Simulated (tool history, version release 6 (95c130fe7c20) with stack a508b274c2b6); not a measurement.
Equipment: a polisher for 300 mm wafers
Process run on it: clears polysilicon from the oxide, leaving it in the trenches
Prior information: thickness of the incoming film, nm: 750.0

run	hour	flow of slurry (ml/min)	pressure of the wafer on the pad (kPa)	speed of the pad under the wafer (m/s)	overpolish time after the end point (s)	time until the end point was called (s)	dishing of a wide line in a test structure (angstrom)
1	0.0	195	20.7	1.08	17	51.852	606.46
2	0.5	195	21.4	1.08	15	51.290	598.24
3	1.1	170	21.4	1.08	15	52.092	599.41
4	7.4	170	21.4	1.08	12	51.842	576.64
5	10.8	170	22.1	1.08	12	50.651	596.14
6	19.1	205	22.1	1.08	12	49.403	594.29
7	26.6	200	22.8	1.10	11	47.459	569.45
8	35.3	200	23.4	1.10	11	46.858	579.67

Run 9 is up next; what results do you expect?
9	42.8	200	24.1	1.10	11	?	?

Run 9 produced time until the end point was called (s) 45.750, dishing of a wide line in a test structure (angstrom) 600.44.

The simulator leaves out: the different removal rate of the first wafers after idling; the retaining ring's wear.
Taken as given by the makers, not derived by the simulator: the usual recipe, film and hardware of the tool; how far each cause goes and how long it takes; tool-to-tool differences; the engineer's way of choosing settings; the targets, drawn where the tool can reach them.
